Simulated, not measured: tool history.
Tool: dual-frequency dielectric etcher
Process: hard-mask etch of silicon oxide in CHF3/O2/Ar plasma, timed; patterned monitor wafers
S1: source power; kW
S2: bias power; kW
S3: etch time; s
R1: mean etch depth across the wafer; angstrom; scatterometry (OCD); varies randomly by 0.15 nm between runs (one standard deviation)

{"run": 1, "hour": 0.0, "S1": 0.89, "S2": 0.143, "S3": 19.5, "R1": 402.82}
{"run": 2, "hour": 2.4, "S1": 0.94, "S2": 0.144, "S3": 19.5, "R1": 415.14}
{"run": 3, "hour": 7.2, "S1": 0.94, "S2": 0.131, "S3": 19.5, "R1": 402.21}
{"run": 4, "hour": 12.4, "S1": 0.99, "S2": 0.132, "S3": 19.5, "R1": 410.2}
{"run": 5, "hour": 15.7, "S1": 0.99, "S2": 0.148, "S3": 19.5, "R1": 425.64}
{"run": 6, "hour": 23.8, "S1": 0.99, "S2": 0.148, "S3": 17.5, "R1": 382.36}
{"run": 7, "hour": 26.1, "S1": 1.17, "S2": 0.177, "S3": 17.5, "R1": 437}
{"run": 8, "hour": 30.9, "S1": 1.18, "S2": 0.178, "S3": 17.5, "R1": 436.37}
{"run": 9, "hour": 35.3, "S1": 1.19, "S2": 0.18, "S3": 17.5, "R1": 438.77}

What will run 10 give?
{"run": 10, "hour": 42.1, "S1": 1.2, "S2": 0.182, "S3": 17.5, "R1": "?"}

R1: 444.14 angstrom
